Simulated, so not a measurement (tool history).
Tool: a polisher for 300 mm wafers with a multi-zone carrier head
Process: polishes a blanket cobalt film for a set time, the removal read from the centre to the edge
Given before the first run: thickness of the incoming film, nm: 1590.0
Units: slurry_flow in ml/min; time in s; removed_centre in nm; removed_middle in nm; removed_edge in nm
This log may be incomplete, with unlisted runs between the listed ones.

run,hour,slurry_flow,centre_zone,middle_zone,edge_zone,time,removed_centre,removed_middle,removed_edge
1,0,225,1,1,1,36,133.26,129.61,137.7
2,6.4,215,0.99,0.96,0.97,35,128.54,119.16,129.23
3,12.1,215,0.99,0.96,1.01,35,129.16,120.14,129.62
4,13.1,215,0.99,0.96,1.01,42,157.55,143.87,158.33
5,17.9,265,0.99,0.96,1.01,42,160.16,146.57,160.97
6,23.4,265,0.99,1,1.01,42,163.11,152.88,162.28
7,27.9,265,0.97,0.95,0.97,40,149.63,139.72,150.51
8,36.6,255,0.95,0.91,0.95,38,135.94,127.92,141.54

Forecast run 9:
9,42.9,245,0.95,0.88,0.92,37,?,?,?

{"run 9": {"removed_centre": 131.68, "removed_middle": 119.48, "removed_edge": 136.02}}
